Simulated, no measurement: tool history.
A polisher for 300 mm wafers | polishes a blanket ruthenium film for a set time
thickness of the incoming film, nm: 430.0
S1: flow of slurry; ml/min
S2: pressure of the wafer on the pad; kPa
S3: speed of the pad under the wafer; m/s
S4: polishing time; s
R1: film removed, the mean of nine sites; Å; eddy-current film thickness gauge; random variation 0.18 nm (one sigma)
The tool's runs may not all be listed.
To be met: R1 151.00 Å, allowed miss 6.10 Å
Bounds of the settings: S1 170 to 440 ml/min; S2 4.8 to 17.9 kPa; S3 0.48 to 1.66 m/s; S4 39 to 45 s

run	hour	S1	S2	S3	S4	R1
1	0.0	280	11.0	1.06	45	360.40
2	1.0	280	9.0	0.96	45	271.70
3	4.8	280	9.0	0.96	39	233.99
4	10.4	280	9.0	1.20	39	286.29
5	17.3	280	11.7	1.20	39	384.28
6	22.2	275	9.7	1.12	39	290.63
7	25.6	275	8.3	1.06	39	237.44
8	28.8	270	6.9	1.04	39	195.58
9	33.0	270	6.9	1.04	39	194.73
10	40.3	260	6.2	1.04	39	176.47
11	42.3	245	6.2	1.04	39	178.84
12	43.6	245	5.5	1.04	39	157.14
13	44.2	240	5.5	1.04	39	156.93
14	47.3	240	5.5	1.04	39	156.86
15	49.6	235	5.5	1.04	39	156.46

5 next moves are on the table. One of them brings every result within its allowed miss. Which?
A	51.9	225	6.2	0.94	40	?
B	51.9	260	6.9	0.76	43	?
C	51.9	245	6.2	0.76	45	?
D	51.9	235	6.2	0.88	44	?
E	51.9	265	6.2	1.00	39	?

move	R1
A	164.50
B	161.98
C	152.36
D	170.69
E	173.50
A: further off than the last run
B: further off than the last run
C: meets every target
D: further off than the last run
E: further off than the last run
Move C is the one to make.
